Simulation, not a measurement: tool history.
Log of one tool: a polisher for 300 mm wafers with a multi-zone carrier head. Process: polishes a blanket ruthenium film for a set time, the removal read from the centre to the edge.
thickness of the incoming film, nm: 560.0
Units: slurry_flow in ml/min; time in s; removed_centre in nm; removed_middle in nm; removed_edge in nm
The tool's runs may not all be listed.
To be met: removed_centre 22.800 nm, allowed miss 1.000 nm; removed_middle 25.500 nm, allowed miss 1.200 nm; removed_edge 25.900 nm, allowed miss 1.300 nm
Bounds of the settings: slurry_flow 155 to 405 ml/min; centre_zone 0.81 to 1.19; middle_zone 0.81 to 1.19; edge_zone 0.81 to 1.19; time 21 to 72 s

Run 1, day 0.000: slurry_flow 260 ml/min, centre_zone 1.00, middle_zone 1.00, edge_zone 1.00, time 46 s. Result: removed_centre 34.128 nm, removed_middle 34.820 nm, removed_edge 34.706 nm.
Run 2, day 0.200: slurry_flow 260 ml/min, centre_zone 1.00, middle_zone 1.00, edge_zone 1.00, time 54 s. Result: removed_centre 39.424 nm, removed_middle 40.580 nm, removed_edge 40.590 nm.
Run 3, day 0.442: slurry_flow 260 ml/min, centre_zone 1.00, middle_zone 1.05, edge_zone 1.00, time 54 s. Result: removed_centre 39.022 nm, removed_middle 42.852 nm, removed_edge 39.975 nm.
Run 4, day 0.775: slurry_flow 260 ml/min, centre_zone 1.00, middle_zone 0.97, edge_zone 1.00, time 54 s. Result: removed_centre 39.695 nm, removed_middle 40.405 nm, removed_edge 39.706 nm.
Run 5, day 0.833: slurry_flow 260 ml/min, centre_zone 1.00, middle_zone 1.03, edge_zone 1.00, time 54 s. Result: removed_centre 39.273 nm, removed_middle 42.615 nm, removed_edge 40.470 nm.
Run 6, day 0.879: slurry_flow 255 ml/min, centre_zone 0.95, middle_zone 1.01, edge_zone 0.98, time 48 s. Result: removed_centre 33.018 nm, removed_middle 37.175 nm, removed_edge 35.653 nm.
Run 7, day 1.129: slurry_flow 250 ml/min, centre_zone 0.93, middle_zone 0.98, edge_zone 0.97, time 43 s. Result: removed_centre 28.976 nm, removed_middle 32.665 nm, removed_edge 32.095 nm.
Run 8, day 1.371: slurry_flow 250 ml/min, centre_zone 0.92, middle_zone 0.96, edge_zone 0.95, time 40 s. Result: removed_centre 26.914 nm, removed_middle 29.893 nm, removed_edge 29.657 nm.
Run 9, day 1.712: slurry_flow 250 ml/min, centre_zone 0.90, middle_zone 0.93, edge_zone 0.93, time 39 s. Result: removed_centre 25.560 nm, removed_middle 27.534 nm, removed_edge 28.088 nm.
Run 10, day 1.804: slurry_flow 250 ml/min, centre_zone 0.88, middle_zone 0.92, edge_zone 0.91, time 39 s. Result: removed_centre 25.236 nm, removed_middle 27.640 nm, removed_edge 27.901 nm.
Run 11, day 1.942: slurry_flow 250 ml/min, centre_zone 0.86, middle_zone 0.91, edge_zone 0.90, time 38 s. Result: removed_centre 23.761 nm, removed_middle 26.375 nm, removed_edge 26.347 nm.

4 next moves are on the table. One of them brings every result within its allowed miss. Which?
Run A, day 2.079: slurry_flow 295 ml/min, centre_zone 0.93, middle_zone 0.81, edge_zone 1.04, time 34 s. Result: removed_centre ?, removed_middle ?, removed_edge ?.
Run B, day 2.079: slurry_flow 215 ml/min, centre_zone 0.87, middle_zone 0.93, edge_zone 0.93, time 36 s. Result: removed_centre ?, removed_middle ?, removed_edge ?.
Run C, day 2.079: slurry_flow 220 ml/min, centre_zone 0.81, middle_zone 0.97, edge_zone 0.81, time 40 s. Result: removed_centre ?, removed_middle ?, removed_edge ?.
Run D, day 2.079: slurry_flow 235 ml/min, centre_zone 0.81, middle_zone 0.92, edge_zone 1.16, time 37 s. Result: removed_centre ?, removed_middle ?, removed_edge ?.

move  removed_centre  removed_middle  removed_edge
   A          23.452          22.168        25.898
   B          22.635          25.701        25.573
   C          23.453          29.648        26.825
   D          21.809          26.358        29.274
A: brings the result that was furthest off to its target, and leaves another outside
B: meets every target
C: brings the result that was furthest off to its target, and leaves another outside
D: brings the result that was furthest off to its target, and leaves another outside
Answer: B
